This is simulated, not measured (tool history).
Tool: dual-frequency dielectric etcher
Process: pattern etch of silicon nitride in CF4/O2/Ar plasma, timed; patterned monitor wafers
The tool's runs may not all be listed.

run	hour	source power (W)	bias power (W)	Ar flow (sccm)	CF4 flow (sccm)	etch time (s)	mean etch depth across the wafer (nm)
1	0.0	550	44	98	119	86.0	161.310
2	5.0	550	44	98	134	86.0	164.360
3	12.5	500	41	100	131	85.0	144.120
4	14.8	410	41	100	131	85.0	118.190
5	23.3	460	41	100	131	85.0	132.750
6	28.2	460	36	100	131	85.0	128.420
7	31.0	350	31	104	126	83.5	88.681
8	38.9	360	31	104	126	83.5	91.047
9	41.6	370	31	104	126	83.5	94.009

The next listed run, before its measurement:
# hour 45.9: bias power generator calibrated
10	45.9	420	32	104	126	83.5	?

{"run 10": {"mean etch depth across the wafer (nm)": 109.92}}
